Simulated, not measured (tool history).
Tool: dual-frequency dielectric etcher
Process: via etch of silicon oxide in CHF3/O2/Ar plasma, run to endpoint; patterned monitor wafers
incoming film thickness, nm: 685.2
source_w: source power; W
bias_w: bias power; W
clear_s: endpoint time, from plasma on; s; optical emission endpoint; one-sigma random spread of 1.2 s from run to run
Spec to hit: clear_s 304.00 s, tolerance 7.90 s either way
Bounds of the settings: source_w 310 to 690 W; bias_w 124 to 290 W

run,hour,source_w,bias_w,clear_s
1,0.0,500,207,345.96
2,3.9,500,191,356.50
3,4.9,540,199,333.14
4,8.4,560,201,324.16
5,14.8,560,166,346.09
6,18.7,560,199,323.66
7,27.4,570,200,324.51
8,32.7,590,202,315.40
9,34.6,600,203,313.85

Exercise: of the 5 proposed moves below, exactly one satisfies all targets within the stated allowed misses. Which move is it?
A,36.5,650,227,?
B,36.5,590,198,?
C,36.5,680,181,?
D,36.5,570,196,?
E,36.5,680,205,?

move,clear_s
A,287.17
B,316.52
C,301.45
D,323.77
E,289.83
A: the result that was furthest off in the last run now lies on the other side of its target
B: its largest miss is bigger than the last run's
C: hits every target within its allowed miss
D: its largest miss is bigger than the last run's
E: the result that was furthest off in the last run now lies on the other side of its target
Correct choice: C, which meets every target
